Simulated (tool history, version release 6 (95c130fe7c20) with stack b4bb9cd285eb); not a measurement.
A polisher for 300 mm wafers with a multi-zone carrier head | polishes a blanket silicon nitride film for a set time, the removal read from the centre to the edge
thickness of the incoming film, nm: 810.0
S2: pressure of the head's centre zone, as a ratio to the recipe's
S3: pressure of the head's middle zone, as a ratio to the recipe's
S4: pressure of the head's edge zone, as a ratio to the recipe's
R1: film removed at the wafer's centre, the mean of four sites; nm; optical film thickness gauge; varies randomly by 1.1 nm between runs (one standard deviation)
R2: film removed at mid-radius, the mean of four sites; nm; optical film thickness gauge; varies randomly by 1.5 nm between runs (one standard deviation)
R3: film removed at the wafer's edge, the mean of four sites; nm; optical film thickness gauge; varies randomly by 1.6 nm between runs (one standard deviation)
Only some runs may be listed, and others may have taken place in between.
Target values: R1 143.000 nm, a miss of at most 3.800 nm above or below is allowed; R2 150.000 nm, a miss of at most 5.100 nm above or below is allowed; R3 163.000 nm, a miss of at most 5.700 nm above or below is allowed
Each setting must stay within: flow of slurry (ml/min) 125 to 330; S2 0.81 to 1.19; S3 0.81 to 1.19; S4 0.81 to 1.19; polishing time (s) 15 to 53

Run 1, day 0.000: flow of slurry (ml/min) 210, S2 1.00, S3 1.00, S4 1.00, polishing time (s) 34. Result: R1 103.670 nm, R2 107.790 nm, R3 107.020 nm.
Run 2, day 0.221: flow of slurry (ml/min) 170, S2 1.00, S3 1.00, S4 1.00, polishing time (s) 34. Result: R1 100.870 nm, R2 103.280 nm, R3 104.010 nm.
Run 3, day 0.383: flow of slurry (ml/min) 170, S2 1.06, S3 1.00, S4 1.00, polishing time (s) 34. Result: R1 105.030 nm, R2 104.580 nm, R3 106.630 nm.
Run 4, day 0.712: flow of slurry (ml/min) 170, S2 1.06, S3 0.95, S4 1.00, polishing time (s) 34. Result: R1 105.710 nm, R2 99.423 nm, R3 103.150 nm.
Run 5, day 0.850: flow of slurry (ml/min) 170, S2 1.06, S3 0.95, S4 1.03, polishing time (s) 34. Result: R1 105.860 nm, R2 99.519 nm, R3 106.890 nm.
Run 6, day 0.988: flow of slurry (ml/min) 175, S2 1.07, S3 0.97, S4 1.05, polishing time (s) 35. Result: R1 110.150 nm, R2 104.910 nm, R3 112.770 nm.
Run 7, day 1.133: flow of slurry (ml/min) 180, S2 1.08, S3 0.99, S4 1.07, polishing time (s) 36. Result: R1 115.790 nm, R2 110.000 nm, R3 115.930 nm.
Run 8, day 1.242: flow of slurry (ml/min) 175, S2 1.06, S3 1.00, S4 1.09, polishing time (s) 38. Result: R1 118.520 nm, R2 117.020 nm, R3 120.250 nm.

Exercise: of the 5 proposed moves below, exactly one satisfies all targets within the stated allowed misses. Which move is it?
Run A, day 1.350: flow of slurry (ml/min) 155, S2 0.98, S3 0.98, S4 1.02, polishing time (s) 32. Result: R1 ?, R2 ?, R3 ?.
Run B, day 1.350: flow of slurry (ml/min) 185, S2 0.95, S3 0.95, S4 1.12, polishing time (s) 50. Result: R1 ?, R2 ?, R3 ?.
Run C, day 1.350: flow of slurry (ml/min) 210, S2 1.05, S3 1.06, S4 1.11, polishing time (s) 45. Result: R1 ?, R2 ?, R3 ?.
Run D, day 1.350: flow of slurry (ml/min) 190, S2 0.98, S3 0.87, S4 1.13, polishing time (s) 49. Result: R1 ?, R2 ?, R3 ?.
Run E, day 1.350: flow of slurry (ml/min) 185, S2 1.05, S3 1.06, S4 1.06, polishing time (s) 46. Result: R1 ?, R2 ?, R3 ?.

move       R1       R2       R3
   A   89.268   93.507   99.572
   B  140.510  147.340  166.270
   C  143.260  148.420  151.100
   D  142.740  134.810  164.330
   E  143.100  148.630  149.060
A: the biggest miss grows against the last run
B: all results land within tolerance of their targets
C: an improvement on the last run, though not all results are within tolerance
D: gets the furthest-off result to its target, but another result is out of tolerance
E: an improvement on the last run, though not all results are within tolerance
The move that meets every target is B.
